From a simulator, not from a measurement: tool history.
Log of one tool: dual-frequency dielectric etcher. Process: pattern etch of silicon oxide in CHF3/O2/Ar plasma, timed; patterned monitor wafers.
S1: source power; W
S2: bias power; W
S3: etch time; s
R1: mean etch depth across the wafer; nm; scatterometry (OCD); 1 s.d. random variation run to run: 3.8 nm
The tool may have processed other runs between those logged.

run	hour	S1	S2	S3	R1
1	0.0	680	208	339.0	708.84
2	1.6	640	203	338.0	684.16
3	5.5	610	200	337.5	672.47
4	6.3	580	196	336.5	644.55
5	7.2	580	196	339.0	654.21
# hour 9.0: bias power generator calibrated
6	9.0	580	181	339.0	623.95
7	15.2	570	180	339.0	623.53

Run 8 has not been measured yet. What should we expect?
8	20.2	560	179	339.0	?

{"run 8": {"R1": 619.1}}
